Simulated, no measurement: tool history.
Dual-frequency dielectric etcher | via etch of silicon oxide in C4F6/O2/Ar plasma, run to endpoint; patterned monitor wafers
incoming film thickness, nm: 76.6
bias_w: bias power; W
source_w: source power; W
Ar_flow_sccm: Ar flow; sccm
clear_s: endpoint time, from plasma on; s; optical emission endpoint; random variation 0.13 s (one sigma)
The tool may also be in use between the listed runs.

run  hour  bias_w  source_w  Ar_flow_sccm  clear_s
  1     0     502       270           248   19.837
  2     6     452       270           248   20.616
  3  12.1     452       310           248   19.342
  4  16.4     415       290           253   20.725
  5  21.1     459       290           253   19.805
  6  23.8     420       280           254    21.04
  7  30.8     392       270           256   22.148
  8  31.5     371       270           257   22.641
  9  36.6     354       270           257    23.37

The next listed run, before its measurement:
 10  37.3     345       270           257        ?

clear_s: 23.526 s
